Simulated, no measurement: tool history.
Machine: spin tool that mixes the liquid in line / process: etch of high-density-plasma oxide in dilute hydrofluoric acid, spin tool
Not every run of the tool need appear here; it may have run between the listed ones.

run  hour  temperature setpoint of the liquid (C)  parts of water to one part of 49 % hydrofluoric acid (parts by volume)  time under the liquid (s)  thickness taken off the high-density-plasma oxide on a monitor wafer (nm)
  1   0.0                                    25.0                                                                      60                         85                                                                     9.6028
  2   6.0                                    27.0                                                                      50                         85                                                                    12.6730
  3  11.8                                    28.5                                                                      45                         85                                                                    14.9590
  4  20.2                                    28.5                                                                      65                         85                                                                    10.1100
  5  27.5                                    28.5                                                                      65                         85                                                                    10.1920
  6  34.7                                    28.5                                                                      75                         85                                                                     8.6247
  7  42.1                                    29.5                                                                      65                         85                                                                    10.5760

What will run 8 give?
  8  44.5                                    30.5                                                                      55                         85                                                                          ?

Run 8 came out at thickness taken off the high-density-plasma oxide on a monitor wafer (nm) 13.0250.
